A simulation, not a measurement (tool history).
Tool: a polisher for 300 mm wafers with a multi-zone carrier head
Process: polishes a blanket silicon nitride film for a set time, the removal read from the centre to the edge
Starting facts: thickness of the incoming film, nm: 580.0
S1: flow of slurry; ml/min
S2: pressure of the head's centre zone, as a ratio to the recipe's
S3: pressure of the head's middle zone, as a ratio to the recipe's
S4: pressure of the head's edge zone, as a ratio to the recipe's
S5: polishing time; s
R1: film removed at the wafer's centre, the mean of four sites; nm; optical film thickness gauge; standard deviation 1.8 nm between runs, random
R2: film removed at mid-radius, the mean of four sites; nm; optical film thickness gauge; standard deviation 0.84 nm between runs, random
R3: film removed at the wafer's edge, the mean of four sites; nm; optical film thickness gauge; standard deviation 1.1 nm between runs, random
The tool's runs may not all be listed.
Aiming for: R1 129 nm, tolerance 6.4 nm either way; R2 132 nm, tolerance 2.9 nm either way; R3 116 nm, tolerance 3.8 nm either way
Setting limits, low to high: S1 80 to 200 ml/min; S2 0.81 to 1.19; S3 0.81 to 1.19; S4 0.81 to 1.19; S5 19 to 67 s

run,hour,S1,S2,S3,S4,S5,R1,R2,R3
1,0,130,1,1,1,43,88.002,86.265,91.479
2,7.9,130,1,1.04,1,43,86.144,88.918,92.767
3,8.6,140,1.02,1.06,0.98,44,91.642,94.411,95.954
4,9.4,140,1.02,1.06,0.9,44,92.371,94.517,90.878
5,18.1,150,1.04,1.08,0.9,45,96.021,99.931,94.635
6,22.4,180,1.04,1.08,0.9,45,105.25,106.1,98.461
7,28.3,185,1.05,1.09,0.91,46,110.04,111.64,101.01
8,29.4,190,1.13,1.17,1.01,50,129.27,127.36,115.56
9,34.8,195,1.12,1.18,1,50,128.88,127.43,116.38
10,36.8,195,1.12,1.18,0.99,50,127.53,128.21,116.56
11,44.6,195,1.12,1.18,0.98,50,128.29,129.15,117.59
12,49.9,195,1.12,1.18,0.97,50,130.41,129.5,113.71

Below are 4 possible settings for the next run. Only one of them brings all results inside the allowed miss of their targets. Which is it?
A,55.2,200,1.17,1.17,0.85,50,?,?,?
B,55.2,175,1.09,1.17,0.92,53,?,?,?
C,55.2,195,1.1,1.12,0.98,51,?,?,?
D,55.2,195,1.16,1.17,1.03,48,?,?,?

move,R1,R2,R3
A,134.85,127.48,108.96
B,129.35,130.46,116.86
C,129.64,125.02,118.24
D,127.59,121.58,113.94
A: the biggest miss grows against the last run
B: all results in spec
C: the biggest miss grows against the last run
D: the biggest miss grows against the last run
B is the move that brings every result within its allowed miss.
